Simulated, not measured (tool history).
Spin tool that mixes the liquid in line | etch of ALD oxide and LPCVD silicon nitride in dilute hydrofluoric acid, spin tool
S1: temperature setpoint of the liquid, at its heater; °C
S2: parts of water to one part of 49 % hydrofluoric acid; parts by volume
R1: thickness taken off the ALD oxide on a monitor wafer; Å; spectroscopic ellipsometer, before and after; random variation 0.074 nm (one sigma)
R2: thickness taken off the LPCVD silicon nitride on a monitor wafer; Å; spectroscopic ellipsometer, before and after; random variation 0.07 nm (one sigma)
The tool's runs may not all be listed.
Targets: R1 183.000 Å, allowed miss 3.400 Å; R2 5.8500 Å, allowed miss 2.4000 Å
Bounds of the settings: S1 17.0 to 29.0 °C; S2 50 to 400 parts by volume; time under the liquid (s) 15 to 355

{"run": 1, "hour": 0.0, "S1": 21.0, "S2": 225, "time under the liquid (s)": 180, "R1": 83.922, "R2": 3.1191}
{"run": 2, "hour": 8.3, "S1": 23.0, "S2": 200, "time under the liquid (s)": 180, "R1": 104.21, "R2": 3.9478}
{"run": 3, "hour": 16.6, "S1": 24.5, "S2": 180, "time under the liquid (s)": 180, "R1": 127.04, "R2": 4.404}
{"run": 4, "hour": 17.5, "S1": 25.5, "S2": 170, "time under the liquid (s)": 180, "R1": 140.14, "R2": 5.9047}
{"run": 5, "hour": 24.7, "S1": 26.0, "S2": 160, "time under the liquid (s)": 180, "R1": 153.07, "R2": 6.3998}
{"run": 6, "hour": 31.6, "S1": 23.5, "S2": 160, "time under the liquid (s)": 180, "R1": 138.81, "R2": 5.8054}
{"run": 7, "hour": 38.9, "S1": 25.0, "S2": 155, "time under the liquid (s)": 180, "R1": 152.66, "R2": 4.4501}
{"run": 8, "hour": 42.4, "S1": 26.0, "S2": 155, "time under the liquid (s)": 180, "R1": 157.35, "R2": 8.1139}
{"run": 9, "hour": 47.1, "S1": 26.0, "S2": 145, "time under the liquid (s)": 180, "R1": 171.76, "R2": 6.0159}
{"run": 10, "hour": 51.8, "S1": 26.5, "S2": 145, "time under the liquid (s)": 180, "R1": 175.27, "R2": 7.4468}

5 next moves are on the table. One of them brings every result within its allowed miss. Which?
{"run": "A", "hour": 56.5, "S1": 25.0, "S2": 135, "time under the liquid (s)": 170, "R1": "?", "R2": "?"}
{"run": "B", "hour": 56.5, "S1": 28.5, "S2": 140, "time under the liquid (s)": 150, "R1": "?", "R2": "?"}
{"run": "C", "hour": 56.5, "S1": 20.5, "S2": 130, "time under the liquid (s)": 210, "R1": "?", "R2": "?"}
{"run": "D", "hour": 56.5, "S1": 29.0, "S2": 150, "time under the liquid (s)": 165, "R1": "?", "R2": "?"}
{"run": "E", "hour": 56.5, "S1": 26.5, "S2": 200, "time under the liquid (s)": 240, "R1": "?", "R2": "?"}

move=A R1=170.640 R2=6.7145
move=B R1=164.550 R2=7.1307
move=C R1=184.570 R2=6.4054
move=D R1=169.860 R2=7.5470
move=E R1=159.390 R2=7.0413
A: further off than the last run
B: further off than the last run
C: meets every target
D: further off than the last run
E: further off than the last run
The right move is C.
